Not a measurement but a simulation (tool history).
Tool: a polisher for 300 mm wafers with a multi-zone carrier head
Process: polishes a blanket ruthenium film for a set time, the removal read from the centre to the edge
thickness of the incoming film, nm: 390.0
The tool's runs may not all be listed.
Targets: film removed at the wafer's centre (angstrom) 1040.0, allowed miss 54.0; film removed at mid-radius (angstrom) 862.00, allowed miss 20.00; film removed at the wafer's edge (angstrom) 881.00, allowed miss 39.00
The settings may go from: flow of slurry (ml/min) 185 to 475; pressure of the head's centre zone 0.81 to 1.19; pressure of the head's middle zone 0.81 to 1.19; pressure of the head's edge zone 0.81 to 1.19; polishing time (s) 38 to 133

run  hour  flow of slurry (ml/min)  pressure of the head's centre zone  pressure of the head's middle zone  pressure of the head's edge zone  polishing time (s)  film removed at the wafer's centre (angstrom)  film removed at mid-radius (angstrom)  film removed at the wafer's edge (angstrom)
  1   0.0                      305                                1.00                                1.00                              1.00                  85                                         1169.5                                1184.90                                      1165.30
  2   1.6                      305                                1.02                                0.97                              0.96                  81                                         1122.0                                1087.90                                      1077.00
  3   6.8                      305                                1.02                                1.04                              0.96                  81                                         1121.7                                1169.10                                      1076.20
  4  15.2                      300                                1.04                                1.00                              0.93                  79                                         1129.2                                1097.70                                      1020.10
  5  20.2                      295                                1.04                                0.96                              0.91                  78                                         1123.3                                1055.00                                      1002.30
  6  21.8                      295                                1.04                                0.93                              0.90                  76                                         1092.6                                 990.20                                       960.55
  7  30.3                      290                                1.03                                0.90                              0.88                  75                                         1048.9                                 957.20                                       966.33
  8  34.9                      290                                1.03                                0.90                              0.88                  75                                         1045.1                                 947.54                                       954.07
  9  37.4                      285                                1.04                                0.89                              0.86                  74                                         1054.9                                 929.31                                       930.57
 10  44.6                      280                                1.04                                0.88                              0.85                  73                                         1036.3                                 904.30                                       922.80
 11  51.9                      275                                1.05                                0.88                              0.84                  72                                         1030.6                                 885.83                                       905.58

4 next moves are on the table. One of them brings every result within its allowed miss. Which?
  A  59.2                      220                                1.08                                0.94                              0.83                  72                                              ?                                      ?                                            ?
  B  59.2                      220                                1.07                                0.86                              0.81                  73                                              ?                                      ?                                            ?
  C  59.2                      275                                1.05                                0.88                              0.81                  72                                              ?                                      ?                                            ?
  D  59.2                      300                                1.11                                0.91                              0.86                  71                                              ?                                      ?                                            ?

move  film removed at the wafer's centre (angstrom)  film removed at mid-radius (angstrom)  film removed at the wafer's edge (angstrom)
   A                                         1037.2                                 920.34                                       877.96
   B                                         1041.2                                 866.81                                       882.28
   C                                         1036.8                                 894.07                                       886.94
   D                                         1091.9                                 914.03                                       902.04
A: further off than the last run
B: meets every target
C: further off than the last run
D: further off than the last run
Move B is the one to make.

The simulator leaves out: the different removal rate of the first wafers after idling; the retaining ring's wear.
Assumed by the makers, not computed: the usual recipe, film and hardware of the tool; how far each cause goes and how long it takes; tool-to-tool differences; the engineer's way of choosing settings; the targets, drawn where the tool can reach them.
